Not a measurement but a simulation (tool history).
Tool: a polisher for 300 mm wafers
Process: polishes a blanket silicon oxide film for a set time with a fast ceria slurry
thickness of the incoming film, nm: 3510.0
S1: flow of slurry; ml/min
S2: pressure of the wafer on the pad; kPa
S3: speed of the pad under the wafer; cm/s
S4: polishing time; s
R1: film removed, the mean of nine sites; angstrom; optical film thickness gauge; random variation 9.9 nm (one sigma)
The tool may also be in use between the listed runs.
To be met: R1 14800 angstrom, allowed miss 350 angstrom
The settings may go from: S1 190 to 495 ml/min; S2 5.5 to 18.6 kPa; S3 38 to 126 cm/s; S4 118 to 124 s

| run | hour | S1 | S2 | S3 | S4 | R1 |
|---|---|---|---|---|---|---|
| 1 | 0 | 320 | 11.7 | 82 | 118 | 8413 |
| 2 | 2.2 | 320 | 10.3 | 82 | 118 | 7580.6 |
| 3 | 5.4 | 320 | 13.1 | 82 | 118 | 9324.3 |
| 4 | 13.4 | 320 | 14.5 | 82 | 118 | 10098 |
| 5 | 16.7 | 320 | 15.2 | 84 | 118 | 10757 |
| 6 | 19.7 | 320 | 15.9 | 86 | 118 | 11572 |
| 7 | 26.2 | 320 | 16.5 | 88 | 118 | 12269 |
| 8 | 27.4 | 335 | 18.6 | 92 | 118 | 14076 |
| 9 | 34 | 335 | 18.6 | 94 | 118 | 14388 |

5 next moves are on the table. One of them brings every result within its allowed miss. Which?
| A | 40.6 | 335 | 18.6 | 88 | 118 | ? |
| B | 40.6 | 355 | 17.2 | 104 | 120 | ? |
| C | 40.6 | 325 | 17.2 | 94 | 122 | ? |
| D | 40.6 | 415 | 15.9 | 100 | 118 | ? |
| E | 40.6 | 290 | 18.6 | 90 | 120 | ? |

| move | R1 |
|---|---|
| A | 13553 |
| B | 14864 |
| C | 13756 |
| D | 13243 |
| E | 13852 |
A: further off than the last run
B: meets every target
C: further off than the last run
D: further off than the last run
E: further off than the last run
Move B is the one to make.
